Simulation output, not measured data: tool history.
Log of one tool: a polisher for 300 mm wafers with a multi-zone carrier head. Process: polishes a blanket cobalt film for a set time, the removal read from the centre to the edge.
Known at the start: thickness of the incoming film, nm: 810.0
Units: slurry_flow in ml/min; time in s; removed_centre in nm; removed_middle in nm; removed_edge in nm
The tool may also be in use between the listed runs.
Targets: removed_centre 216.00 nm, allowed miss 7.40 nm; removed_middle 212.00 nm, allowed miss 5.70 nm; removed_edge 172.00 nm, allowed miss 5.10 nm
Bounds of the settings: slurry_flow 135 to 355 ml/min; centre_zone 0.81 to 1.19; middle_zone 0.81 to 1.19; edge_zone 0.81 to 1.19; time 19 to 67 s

run 1 hour=0.0 | slurry_flow=225 centre_zone=1.00 middle_zone=1.00 edge_zone=1.00 time=43 | removed_centre=284.04 removed_middle=280.43 removed_edge=274.50
run 2 hour=5.9 | slurry_flow=230 centre_zone=1.02 middle_zone=1.02 edge_zone=0.97 time=40 | removed_centre=264.21 removed_middle=266.85 removed_edge=256.83
run 3 hour=14.5 | slurry_flow=225 centre_zone=1.05 middle_zone=1.04 edge_zone=0.94 time=37 | removed_centre=252.15 removed_middle=251.09 removed_edge=232.93
run 4 hour=20.2 | slurry_flow=225 centre_zone=1.11 middle_zone=1.04 edge_zone=0.94 time=37 | removed_centre=265.38 removed_middle=248.50 removed_edge=231.57
run 5 hour=24.2 | slurry_flow=225 centre_zone=1.14 middle_zone=1.04 edge_zone=0.94 time=37 | removed_centre=277.35 removed_middle=248.28 removed_edge=233.66
run 6 hour=27.9 | slurry_flow=220 centre_zone=1.15 middle_zone=1.06 edge_zone=0.91 time=35 | removed_centre=263.15 removed_middle=242.97 removed_edge=217.19
run 7 hour=34.1 | slurry_flow=215 centre_zone=1.15 middle_zone=1.06 edge_zone=0.89 time=34 | removed_centre=249.51 removed_middle=232.30 removed_edge=208.21
run 8 hour=38.8 | slurry_flow=210 centre_zone=1.16 middle_zone=1.07 edge_zone=0.87 time=33 | removed_centre=248.63 removed_middle=222.92 removed_edge=199.07
run 9 hour=41.9 | slurry_flow=180 centre_zone=1.10 middle_zone=1.17 edge_zone=0.81 time=28 | removed_centre=191.85 removed_middle=202.95 removed_edge=161.62
run 10 hour=49.0 | slurry_flow=195 centre_zone=1.11 middle_zone=1.17 edge_zone=0.82 time=28 | removed_centre=200.04 removed_middle=204.86 removed_edge=163.86
run 11 hour=50.9 | slurry_flow=205 centre_zone=1.11 middle_zone=1.17 edge_zone=0.83 time=28 | removed_centre=200.29 removed_middle=206.95 removed_edge=167.53

5 next moves are on the table. One of them brings every result within its allowed miss. Which?
run A hour=52.8 | slurry_flow=155 centre_zone=0.96 middle_zone=1.08 edge_zone=0.90 time=30 | removed_centre=? removed_middle=? removed_edge=?
run B hour=52.8 | slurry_flow=205 centre_zone=1.05 middle_zone=1.16 edge_zone=0.86 time=28 | removed_centre=? removed_middle=? removed_edge=?
run C hour=52.8 | slurry_flow=155 centre_zone=1.16 middle_zone=1.15 edge_zone=0.81 time=30 | removed_centre=? removed_middle=? removed_edge=?
run D hour=52.8 | slurry_flow=310 centre_zone=1.03 middle_zone=1.14 edge_zone=0.83 time=28 | removed_centre=? removed_middle=? removed_edge=?
run E hour=52.8 | slurry_flow=140 centre_zone=1.09 middle_zone=1.19 edge_zone=0.87 time=30 | removed_centre=? removed_middle=? removed_edge=?

move=A removed_centre=175.18 removed_middle=201.06 removed_edge=176.27
move=B removed_centre=187.53 removed_middle=207.83 removed_edge=166.54
move=C removed_centre=212.07 removed_middle=211.99 removed_edge=169.38
move=D removed_centre=193.49 removed_middle=214.33 removed_edge=170.21
move=E removed_centre=195.36 removed_middle=214.64 removed_edge=171.61
A: further off than the last run
B: further off than the last run
C: meets every target
D: further off than the last run
E: further off than the last run
Move C is the one to make.
